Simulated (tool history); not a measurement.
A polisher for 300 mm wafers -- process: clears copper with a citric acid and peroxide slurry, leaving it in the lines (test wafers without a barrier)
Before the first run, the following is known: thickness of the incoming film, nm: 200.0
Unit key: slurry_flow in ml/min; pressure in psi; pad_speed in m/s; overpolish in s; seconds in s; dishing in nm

{"run": 1, "hour": 0.0, "slurry_flow": 190, "pressure": 2.1, "pad_speed": 1.04, "slurry_solids": 1, "overpolish": 29, "seconds": 113.93, "dishing": 29.531}
{"run": 2, "hour": 6.5, "slurry_flow": 190, "pressure": 2.1, "pad_speed": 1.04, "slurry_solids": 0.85, "overpolish": 29, "seconds": 118.86, "dishing": 29.986}
{"run": 3, "hour": 14.6, "slurry_flow": 190, "pressure": 2.1, "pad_speed": 1.04, "slurry_solids": 1, "overpolish": 29, "seconds": 113.93, "dishing": 30.643}
{"run": 4, "hour": 23.4, "slurry_flow": 190, "pressure": 2.1, "pad_speed": 1.04, "slurry_solids": 1.15, "overpolish": 29, "seconds": 114.52, "dishing": 31.321}
{"run": 5, "hour": 28.8, "slurry_flow": 210, "pressure": 2.1, "pad_speed": 1.04, "slurry_solids": 1.15, "overpolish": 29, "seconds": 111.69, "dishing": 32.103}
{"run": 6, "hour": 36.6, "slurry_flow": 210, "pressure": 2.1, "pad_speed": 1.04, "slurry_solids": 1.15, "overpolish": 19, "seconds": 111.57, "dishing": 21.569}
{"run": 7, "hour": 42.0, "slurry_flow": 210, "pressure": 1.9, "pad_speed": 1.02, "slurry_solids": 1.15, "overpolish": 21, "seconds": 124.16, "dishing": 21.654}
{"run": 8, "hour": 43.2, "slurry_flow": 210, "pressure": 1.8, "pad_speed": 1, "slurry_solids": 1.15, "overpolish": 22, "seconds": 138.08, "dishing": 20.766}
{"run": 9, "hour": 50.1, "slurry_flow": 210, "pressure": 1.7, "pad_speed": 1, "slurry_solids": 1.15, "overpolish": 23, "seconds": 146.35, "dishing": 20.754}
{"run": 10, "hour": 59.0, "slurry_flow": 210, "pressure": 1.6, "pad_speed": 1, "slurry_solids": 1.15, "overpolish": 24, "seconds": 152.12, "dishing": 20.784}
{"run": 11, "hour": 67.5, "slurry_flow": 210, "pressure": 1.5, "pad_speed": 1, "slurry_solids": 1.15, "overpolish": 25, "seconds": 159.66, "dishing": 20.006}

Run 12 is up next; what results do you expect?
{"run": 12, "hour": 69.6, "slurry_flow": 210, "pressure": 1.4, "pad_speed": 1, "slurry_solids": 1.15, "overpolish": 26, "seconds": "?", "dishing": "?"}

For run 12 the tool returned seconds 168.94 s, dishing 19.574 nm.
